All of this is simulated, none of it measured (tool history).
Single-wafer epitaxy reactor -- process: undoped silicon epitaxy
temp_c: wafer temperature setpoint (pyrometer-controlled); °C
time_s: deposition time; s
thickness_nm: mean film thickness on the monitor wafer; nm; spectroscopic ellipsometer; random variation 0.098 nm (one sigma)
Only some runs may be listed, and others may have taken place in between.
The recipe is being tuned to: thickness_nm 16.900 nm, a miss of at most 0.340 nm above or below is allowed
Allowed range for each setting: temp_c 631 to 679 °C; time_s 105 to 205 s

run	hour	temp_c	time_s	thickness_nm
1	0.0	655	155	27.243
2	4.0	649	155	24.374
3	11.6	659	155	29.378
4	16.0	650	155	24.792
5	21.8	645	154	22.373
6	24.2	641	153	20.632
7	25.2	638	152	19.239
# hour 28.5: pyrometer calibrated
8	28.5	636	152	19.705
9	32.0	635	149	18.937
10	35.1	634	145	17.794

Exercise: of the 4 proposed moves below, exactly one satisfies all targets within the stated allowed misses. Which move is it?
A	38.2	631	152	?
B	38.2	631	145	?
C	38.2	646	117	?
D	38.2	633	146	?

move	thickness_nm
A	17.821
B	17.001
C	18.400
D	17.810
A: no better and no worse than the last run
B: all results in spec
C: misses by more than the last run did
D: no better and no worse than the last run
Answer: B
